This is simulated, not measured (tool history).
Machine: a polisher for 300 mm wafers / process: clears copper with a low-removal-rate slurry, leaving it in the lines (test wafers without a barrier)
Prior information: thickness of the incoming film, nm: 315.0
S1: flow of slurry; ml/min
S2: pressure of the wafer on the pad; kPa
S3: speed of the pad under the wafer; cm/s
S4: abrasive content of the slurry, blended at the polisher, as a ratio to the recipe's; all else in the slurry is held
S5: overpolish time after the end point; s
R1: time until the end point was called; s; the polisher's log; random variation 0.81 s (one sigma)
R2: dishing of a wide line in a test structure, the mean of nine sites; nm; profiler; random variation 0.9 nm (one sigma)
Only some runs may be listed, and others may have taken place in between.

{"run": 1, "hour": 0.0, "S1": 255, "S2": 23.4, "S3": 116, "S4": 1.0, "S5": 25, "R1": 85.969, "R2": 56.174}
{"run": 2, "hour": 2.9, "S1": 255, "S2": 24.8, "S3": 116, "S4": 1.0, "S5": 26, "R1": 84.621, "R2": 59.631}
{"run": 3, "hour": 8.1, "S1": 255, "S2": 30.3, "S3": 116, "S4": 1.0, "S5": 26, "R1": 70.081, "R2": 67.337}
{"run": 4, "hour": 13.9, "S1": 255, "S2": 31.0, "S3": 116, "S4": 1.0, "S5": 27, "R1": 70.669, "R2": 69.425}
{"run": 5, "hour": 16.3, "S1": 255, "S2": 31.7, "S3": 118, "S4": 1.0, "S5": 27, "R1": 65.774, "R2": 71.137}
{"run": 6, "hour": 24.7, "S1": 255, "S2": 32.4, "S3": 118, "S4": 1.0, "S5": 28, "R1": 64.542, "R2": 72.366}

Run 7 has not been measured yet. What should we expect?
{"run": 7, "hour": 28.5, "S1": 255, "S2": 33.1, "S3": 118, "S4": 1.0, "S5": 29, "R1": "?", "R2": "?"}

Run 7 produced R1 62.498 s, R2 76.273 nm.

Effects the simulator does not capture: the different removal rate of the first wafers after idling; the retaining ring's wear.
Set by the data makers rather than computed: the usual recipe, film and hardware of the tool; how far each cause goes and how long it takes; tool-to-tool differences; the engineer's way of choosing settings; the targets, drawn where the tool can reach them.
